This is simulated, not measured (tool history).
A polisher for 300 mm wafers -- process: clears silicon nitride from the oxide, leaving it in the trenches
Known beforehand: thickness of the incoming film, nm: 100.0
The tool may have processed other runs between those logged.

run	hour	flow of slurry (ml/min)	pressure of the wafer on the pad (kPa)	speed of the pad under the wafer (cm/s)	overpolish time after the end point (s)	time until the end point was called (s)
1	0	285	22.1	100	14	81.004
2	2.9	285	22.1	100	14	82.056
3	4.5	285	20.7	100	14	88.387
4	9.9	285	19.3	100	14	93.566
5	16.4	285	15.9	100	14	108.14
6	17.3	285	15.9	124	14	90.154
7	20.3	285	14.5	124	14	100.23
8	22.4	285	13.8	124	14	102.7
9	24.6	285	13.1	124	14	109.65

What does the tool deliver on the next run?
10	28.1	285	12.4	124	14	?

Run 10 gave time until the end point was called (s) 115.98.

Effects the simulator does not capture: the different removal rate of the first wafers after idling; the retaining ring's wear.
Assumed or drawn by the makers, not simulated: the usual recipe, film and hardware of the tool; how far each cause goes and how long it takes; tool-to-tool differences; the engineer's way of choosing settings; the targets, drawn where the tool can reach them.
